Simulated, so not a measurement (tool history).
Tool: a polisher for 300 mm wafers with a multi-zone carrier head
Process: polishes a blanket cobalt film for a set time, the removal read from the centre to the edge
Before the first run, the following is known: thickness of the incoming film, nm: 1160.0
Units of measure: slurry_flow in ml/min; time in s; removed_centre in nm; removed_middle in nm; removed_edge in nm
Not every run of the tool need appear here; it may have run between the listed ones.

run	hour	slurry_flow	centre_zone	middle_zone	edge_zone	time	removed_centre	removed_middle	removed_edge
1	0	150	1	1	1	39	153.84	155.31	153.15
2	5.3	155	1	1.02	1.02	40	158.36	163.92	158.62
3	12.8	160	1	1.04	1.04	41	164.04	172.5	167.07
4	21.3	165	1	1.06	1.05	42	167.23	173.64	172.94
5	24.3	165	1	1.08	1.03	43	170.31	187.39	174.11
6	27.5	170	1	1.09	1.03	44	177.34	192.9	178.06
7	32.4	175	1	1.1	1.03	45	182.96	200.15	183.18
8	39.4	180	1	1.11	1.03	45	181.78	200.02	183.46

What will run 9 give?
9	40.4	175	1	1.12	1.03	46	?	?	?

{"run 9": {"removed_centre": 186.24, "removed_middle": 207, "removed_edge": 187.26}}

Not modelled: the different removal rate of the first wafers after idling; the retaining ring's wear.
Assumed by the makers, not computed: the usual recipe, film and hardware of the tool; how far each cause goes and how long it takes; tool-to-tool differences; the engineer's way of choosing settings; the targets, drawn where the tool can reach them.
